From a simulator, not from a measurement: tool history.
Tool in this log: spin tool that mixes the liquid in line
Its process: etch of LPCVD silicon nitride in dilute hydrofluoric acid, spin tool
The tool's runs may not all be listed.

| run | day | temperature setpoint of the liquid (K) | parts of water to one part of 49 % hydrofluoric acid (parts by volume) | time under the liquid (s) | thickness taken off the LPCVD silicon nitride on a monitor wafer (nm) |
|---|---|---|---|---|---|
| 1 | 0 | 294.15 | 95 | 270 | 1.1855 |
| 2 | 0.371 | 293.65 | 100 | 270 | 1.0803 |
| 3 | 0.654 | 293.15 | 105 | 270 | 0.97374 |
| 4 | 0.912 | 293.15 | 105 | 290 | 1.0902 |
| 5 | 1.238 | 293.15 | 75 | 290 | 1.418 |
| 6 | 1.554 | 292.65 | 85 | 285 | 1.2457 |
| 7 | 1.654 | 292.15 | 95 | 285 | 1.1157 |
| 8 | 1.904 | 291.65 | 105 | 285 | 0.87929 |

Expected results for the next run?
|  | 1.975 | hydrofluoric acid flow meter replaced |
| 9 | 1.975 | 291.65 | 110 | 285 | ? |

Run 9 gave thickness taken off the LPCVD silicon nitride on a monitor wafer (nm) 0.85948.

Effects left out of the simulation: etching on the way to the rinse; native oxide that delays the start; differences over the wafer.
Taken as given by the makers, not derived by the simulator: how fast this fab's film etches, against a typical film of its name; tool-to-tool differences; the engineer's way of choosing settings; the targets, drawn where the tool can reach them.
